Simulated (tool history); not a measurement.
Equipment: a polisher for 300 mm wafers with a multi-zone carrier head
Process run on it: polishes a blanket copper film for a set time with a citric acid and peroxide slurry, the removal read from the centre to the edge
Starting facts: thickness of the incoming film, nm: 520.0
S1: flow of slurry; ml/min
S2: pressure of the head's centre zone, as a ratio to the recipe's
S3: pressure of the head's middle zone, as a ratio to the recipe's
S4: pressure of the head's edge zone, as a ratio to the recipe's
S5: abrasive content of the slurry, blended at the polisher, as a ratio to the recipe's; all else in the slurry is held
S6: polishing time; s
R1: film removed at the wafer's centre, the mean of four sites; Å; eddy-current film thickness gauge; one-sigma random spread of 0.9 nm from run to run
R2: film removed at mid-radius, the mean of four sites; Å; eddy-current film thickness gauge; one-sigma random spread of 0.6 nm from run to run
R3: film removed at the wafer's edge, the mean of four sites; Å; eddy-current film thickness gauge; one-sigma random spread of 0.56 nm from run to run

run,hour,S1,S2,S3,S4,S5,S6,R1,R2,R3
1,0,280,1,1,1,1,57,985.99,982.99,1012.3
2,6.6,280,1,1,1,1,52,885.27,903.63,902.53
3,10,270,1,0.95,0.97,0.95,52,862.97,852.8,882.64
4,11.1,260,1.01,0.91,0.95,0.9,52,867.79,808.73,864.17
5,12.1,250,1.01,0.88,0.93,0.85,52,855.22,781.56,841.32
6,15.4,250,0.97,0.88,0.93,0.85,52,821.48,778.74,847.36
7,23.9,245,0.98,0.86,0.92,0.8,52,805.99,747.32,822.92

Run 8 is up next; what results do you expect?
8,24.5,240,0.99,0.85,0.91,0.8,52,?,?,?

R1: 811.18 Å
R2: 735.54 Å
R3: 829.34 Å

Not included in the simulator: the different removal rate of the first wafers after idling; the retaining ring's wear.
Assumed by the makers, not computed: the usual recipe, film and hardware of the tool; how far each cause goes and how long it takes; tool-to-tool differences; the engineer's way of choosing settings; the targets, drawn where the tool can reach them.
